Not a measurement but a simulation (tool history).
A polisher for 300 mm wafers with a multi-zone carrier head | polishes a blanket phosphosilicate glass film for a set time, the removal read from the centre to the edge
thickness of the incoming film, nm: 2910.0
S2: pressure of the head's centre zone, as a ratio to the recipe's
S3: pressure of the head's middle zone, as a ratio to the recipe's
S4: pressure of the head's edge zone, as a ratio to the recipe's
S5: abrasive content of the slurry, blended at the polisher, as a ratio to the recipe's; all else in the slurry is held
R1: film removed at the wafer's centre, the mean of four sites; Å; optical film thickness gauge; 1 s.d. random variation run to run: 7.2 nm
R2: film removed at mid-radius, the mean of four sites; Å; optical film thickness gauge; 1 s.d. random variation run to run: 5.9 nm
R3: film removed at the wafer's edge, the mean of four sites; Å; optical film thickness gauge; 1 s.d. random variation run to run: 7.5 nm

run 1 hour=0.0 | flow_of_slurry_(ml/min)=240 S2=1.00 S3=1.00 S4=1.00 S5=1.00 polishing_time_(s)=49 | R1=4710.5 R2=4753.7 R3=4740.0
run 2 hour=8.8 | flow_of_slurry_(ml/min)=250 S2=1.03 S3=1.05 S4=1.03 S5=1.10 polishing_time_(s)=49 | R1=5140.8 R2=5171.9 R3=5062.6
run 3 hour=10.8 | flow_of_slurry_(ml/min)=250 S2=1.03 S3=1.05 S4=1.03 S5=1.20 polishing_time_(s)=49 | R1=5355.4 R2=5302.4 R3=5216.1
run 4 hour=18.8 | flow_of_slurry_(ml/min)=250 S2=1.03 S3=1.05 S4=1.03 S5=1.30 polishing_time_(s)=49 | R1=5614.6 R2=5558.8 R3=5315.1
run 5 hour=20.7 | flow_of_slurry_(ml/min)=260 S2=1.04 S3=1.08 S4=1.04 S5=1.30 polishing_time_(s)=49 | R1=5559.2 R2=5721.3 R3=5377.0
run 6 hour=29.7 | flow_of_slurry_(ml/min)=265 S2=1.06 S3=1.10 S4=1.05 S5=1.35 polishing_time_(s)=49 | R1=5774.9 R2=5942.8 R3=5644.7
run 7 hour=32.1 | flow_of_slurry_(ml/min)=270 S2=1.07 S3=1.11 S4=1.04 S5=1.35 polishing_time_(s)=49 | R1=5851.5 R2=5982.0 R3=5543.8
run 8 hour=35.3 | flow_of_slurry_(ml/min)=275 S2=1.08 S3=1.12 S4=1.05 S5=1.35 polishing_time_(s)=49 | R1=5797.7 R2=6103.0 R3=5663.1

Forecast run 9:
run 9 hour=36.9 | flow_of_slurry_(ml/min)=280 S2=1.10 S3=1.12 S4=1.04 S5=1.35 polishing_time_(s)=49 | R1=? R2=? R3=?

R1: 6075.3 Å
R2: 6038.8 Å
R3: 5637.3 Å
